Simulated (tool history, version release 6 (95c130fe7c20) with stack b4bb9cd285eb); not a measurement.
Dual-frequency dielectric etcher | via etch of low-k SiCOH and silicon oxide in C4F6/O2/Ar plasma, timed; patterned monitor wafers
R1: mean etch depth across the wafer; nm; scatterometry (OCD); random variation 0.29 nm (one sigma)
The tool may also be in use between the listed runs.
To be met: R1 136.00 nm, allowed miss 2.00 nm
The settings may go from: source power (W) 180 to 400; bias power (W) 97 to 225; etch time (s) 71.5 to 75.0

Run 1, hour 0.0: source power (W) 290, bias power (W) 161, etch time (s) 71.5. Result: R1 156.69 nm.
Run 2, hour 4.7: source power (W) 280, bias power (W) 160, etch time (s) 71.5. Result: R1 153.11 nm.
Run 3, hour 13.7: source power (W) 270, bias power (W) 160, etch time (s) 71.5. Result: R1 149.94 nm.
Run 4, hour 20.1: source power (W) 310, bias power (W) 160, etch time (s) 71.5. Result: R1 161.97 nm.
Run 5, hour 25.9: source power (W) 310, bias power (W) 160, etch time (s) 71.5. Result: R1 162.49 nm.
Run 6, hour 32.3: source power (W) 310, bias power (W) 160, etch time (s) 75.0. Result: R1 170.59 nm.
Run 7, hour 34.4: source power (W) 300, bias power (W) 159, etch time (s) 75.0. Result: R1 167.78 nm.
Run 8, hour 38.1: source power (W) 290, bias power (W) 158, etch time (s) 75.0. Result: R1 163.52 nm.
Run 9, hour 39.9: source power (W) 280, bias power (W) 158, etch time (s) 75.0. Result: R1 160.25 nm.
Run 10, hour 43.7: source power (W) 270, bias power (W) 158, etch time (s) 75.0. Result: R1 156.21 nm.
Run 11, hour 46.1: source power (W) 210, bias power (W) 153, etch time (s) 75.0. Result: R1 131.09 nm.

5 next moves are on the table. One of them brings every result within its allowed miss. Which?
Run A, hour 48.5: source power (W) 210, bias power (W) 147, etch time (s) 73.5. Result: R1 ?.
Run B, hour 48.5: source power (W) 220, bias power (W) 137, etch time (s) 73.0. Result: R1 ?.
Run C, hour 48.5: source power (W) 240, bias power (W) 141, etch time (s) 74.5. Result: R1 ?.
Run D, hour 48.5: source power (W) 240, bias power (W) 131, etch time (s) 73.5. Result: R1 ?.
Run E, hour 48.5: source power (W) 210, bias power (W) 199, etch time (s) 74.0. Result: R1 ?.

move      R1
   A  127.44
   B  128.71
   C  140.50
   D  136.22
   E  138.96
A: further off than the last run
B: further off than the last run
C: takes the result that was furthest off past its target
D: meets every target
E: takes the result that was furthest off past its target
Answer: D

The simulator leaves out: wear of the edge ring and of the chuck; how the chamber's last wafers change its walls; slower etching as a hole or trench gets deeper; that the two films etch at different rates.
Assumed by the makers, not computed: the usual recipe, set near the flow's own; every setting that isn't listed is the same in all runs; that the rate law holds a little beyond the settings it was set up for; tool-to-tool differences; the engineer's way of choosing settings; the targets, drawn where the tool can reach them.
